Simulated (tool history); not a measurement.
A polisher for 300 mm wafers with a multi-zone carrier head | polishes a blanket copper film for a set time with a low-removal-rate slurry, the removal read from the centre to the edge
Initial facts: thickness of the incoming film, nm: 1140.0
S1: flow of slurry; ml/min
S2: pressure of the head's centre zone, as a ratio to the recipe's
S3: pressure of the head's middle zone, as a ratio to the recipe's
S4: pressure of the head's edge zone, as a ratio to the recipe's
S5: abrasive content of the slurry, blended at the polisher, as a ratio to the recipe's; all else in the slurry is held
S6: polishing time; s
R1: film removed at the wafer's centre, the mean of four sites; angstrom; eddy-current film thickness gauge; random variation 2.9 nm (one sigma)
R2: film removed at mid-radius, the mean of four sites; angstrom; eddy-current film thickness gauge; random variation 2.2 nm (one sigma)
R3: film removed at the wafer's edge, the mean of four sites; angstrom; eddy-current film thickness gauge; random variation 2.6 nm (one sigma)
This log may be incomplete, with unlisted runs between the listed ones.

run 1 day=0 | S1=150 S2=1 S3=1 S4=1 S5=1 S6=87 | R1=2126 R2=2057.1 R3=2099.7
run 2 day=0.033 | S1=155 S2=0.98 S3=1.02 S4=1.02 S5=1 S6=87 | R1=2108.8 R2=2090.7 R3=2144.4
run 3 day=0.071 | S1=180 S2=0.98 S3=1.02 S4=1.02 S5=1 S6=87 | R1=2206.9 R2=2210.4 R3=2151
run 4 day=0.158 | S1=185 S2=0.95 S3=1.04 S4=1.04 S5=1 S6=87 | R1=2036.7 R2=2197.3 R3=2220.2
run 5 day=0.242 | S1=205 S2=0.95 S3=1.04 S4=1.04 S5=1 S6=87 | R1=2108.2 R2=2247.3 R3=2231
run 6 day=0.467 | S1=205 S2=0.88 S3=1.04 S4=1.04 S5=1 S6=87 | R1=1996 R2=2243.5 R3=2236.6
run 7 day=0.512 | S1=205 S2=0.88 S3=1.06 S4=1.05 S5=1 S6=87 | R1=1992 R2=2323.7 R3=2257.3
run 8 day=0.808 | S1=205 S2=0.88 S3=1.07 S4=1.06 S5=1 S6=87 | R1=1964.6 R2=2323.8 R3=2239.1
run 9 day=1.108 | S1=205 S2=0.88 S3=1.08 S4=1.07 S5=1.05 S6=87 | R1=2022.3 R2=2353.9 R3=2295.8

The next listed run, before its measurement:
run 10 day=1.367 | S1=205 S2=0.87 S3=1.09 S4=1.08 S5=1.05 S6=87 | R1=? R2=? R3=?

R1: 1975.5 angstrom
R2: 2375.6 angstrom
R3: 2274 angstrom

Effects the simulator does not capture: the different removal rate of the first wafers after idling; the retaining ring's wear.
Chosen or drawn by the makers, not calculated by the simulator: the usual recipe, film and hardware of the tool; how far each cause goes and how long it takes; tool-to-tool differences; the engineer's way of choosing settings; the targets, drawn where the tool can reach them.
